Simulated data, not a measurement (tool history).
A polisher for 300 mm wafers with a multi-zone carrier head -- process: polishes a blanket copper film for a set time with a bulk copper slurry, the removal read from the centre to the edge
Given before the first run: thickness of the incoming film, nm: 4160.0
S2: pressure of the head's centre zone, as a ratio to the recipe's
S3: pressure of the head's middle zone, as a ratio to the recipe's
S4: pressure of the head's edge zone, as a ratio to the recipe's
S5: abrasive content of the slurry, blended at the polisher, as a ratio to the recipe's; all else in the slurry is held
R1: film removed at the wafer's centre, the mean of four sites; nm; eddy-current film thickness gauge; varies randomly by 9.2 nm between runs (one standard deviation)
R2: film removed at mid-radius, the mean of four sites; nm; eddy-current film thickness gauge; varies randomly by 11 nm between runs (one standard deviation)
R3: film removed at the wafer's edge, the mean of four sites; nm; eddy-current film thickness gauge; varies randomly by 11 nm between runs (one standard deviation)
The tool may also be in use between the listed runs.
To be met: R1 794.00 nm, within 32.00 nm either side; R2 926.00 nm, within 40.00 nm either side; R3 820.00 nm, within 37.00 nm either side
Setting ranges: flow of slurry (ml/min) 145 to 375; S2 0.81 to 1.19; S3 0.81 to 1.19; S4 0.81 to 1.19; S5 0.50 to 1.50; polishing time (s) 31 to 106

run 1 hour=0.0 | flow_of_slurry_(ml/min)=240 S2=1.00 S3=1.00 S4=1.00 S5=1.00 polishing_time_(s)=68 | R1=690.97 R2=694.37 R3=660.18
run 2 hour=7.9 | flow_of_slurry_(ml/min)=240 S2=1.00 S3=1.05 S4=1.00 S5=1.00 polishing_time_(s)=68 | R1=700.78 R2=692.66 R3=665.19
run 3 hour=13.7 | flow_of_slurry_(ml/min)=240 S2=1.00 S3=0.97 S4=1.00 S5=1.00 polishing_time_(s)=68 | R1=683.86 R2=654.83 R3=649.50
run 4 hour=18.0 | flow_of_slurry_(ml/min)=280 S2=1.00 S3=0.97 S4=1.00 S5=1.00 polishing_time_(s)=68 | R1=692.46 R2=676.55 R3=663.57
run 5 hour=26.0 | flow_of_slurry_(ml/min)=280 S2=1.00 S3=0.97 S4=0.94 S5=1.00 polishing_time_(s)=68 | R1=701.95 R2=670.81 R3=658.42
run 6 hour=35.0 | flow_of_slurry_(ml/min)=280 S2=1.00 S3=0.97 S4=0.94 S5=1.00 polishing_time_(s)=82 | R1=857.46 R2=808.99 R3=781.87
run 7 hour=37.0 | flow_of_slurry_(ml/min)=280 S2=0.99 S3=0.99 S4=0.94 S5=1.00 polishing_time_(s)=82 | R1=850.35 R2=820.49 R3=796.54
run 8 hour=41.5 | flow_of_slurry_(ml/min)=280 S2=0.98 S3=1.01 S4=0.94 S5=1.00 polishing_time_(s)=82 | R1=832.82 R2=833.89 R3=796.52
run 9 hour=48.4 | flow_of_slurry_(ml/min)=280 S2=0.98 S3=1.02 S4=0.94 S5=1.00 polishing_time_(s)=82 | R1=834.32 R2=845.26 R3=788.11
run 10 hour=50.0 | flow_of_slurry_(ml/min)=280 S2=0.97 S3=1.03 S4=0.94 S5=1.00 polishing_time_(s)=82 | R1=834.71 R2=836.50 R3=791.85
run 11 hour=55.6 | flow_of_slurry_(ml/min)=280 S2=0.96 S3=1.05 S4=0.94 S5=1.00 polishing_time_(s)=82 | R1=822.74 R2=844.55 R3=785.22
run 12 hour=62.7 | flow_of_slurry_(ml/min)=280 S2=0.95 S3=1.06 S4=0.95 S5=1.00 polishing_time_(s)=82 | R1=790.41 R2=873.83 R3=794.93

Consider the 5 candidate settings below. Which is the only one whose results all fall within their allowed miss of target?
run A hour=69.8 | flow_of_slurry_(ml/min)=290 S2=0.96 S3=1.07 S4=0.96 S5=1.00 polishing_time_(s)=78 | R1=? R2=? R3=?
run B hour=69.8 | flow_of_slurry_(ml/min)=335 S2=0.87 S3=1.16 S4=0.94 S5=1.20 polishing_time_(s)=84 | R1=? R2=? R3=?
run C hour=69.8 | flow_of_slurry_(ml/min)=305 S2=0.96 S3=1.12 S4=0.93 S5=1.05 polishing_time_(s)=77 | R1=? R2=? R3=?
run D hour=69.8 | flow_of_slurry_(ml/min)=260 S2=0.92 S3=1.11 S4=0.98 S5=0.95 polishing_time_(s)=85 | R1=? R2=? R3=?
run E hour=69.8 | flow_of_slurry_(ml/min)=260 S2=0.90 S3=0.95 S4=0.97 S5=0.95 polishing_time_(s)=84 | R1=? R2=? R3=?

move=A R1=783.04 R2=844.04 R3=759.04
move=B R1=801.05 R2=1015.40 R3=845.50
move=C R1=784.15 R2=875.73 R3=749.26
move=D R1=800.05 R2=927.84 R3=818.56
move=E R1=772.50 R2=811.83 R3=807.39
A: lands further from the targets than the last run did
B: pushes the last run's worst result past its target
C: lands further from the targets than the last run did
D: all results land within tolerance of their targets
E: lands further from the targets than the last run did
The right move is D.
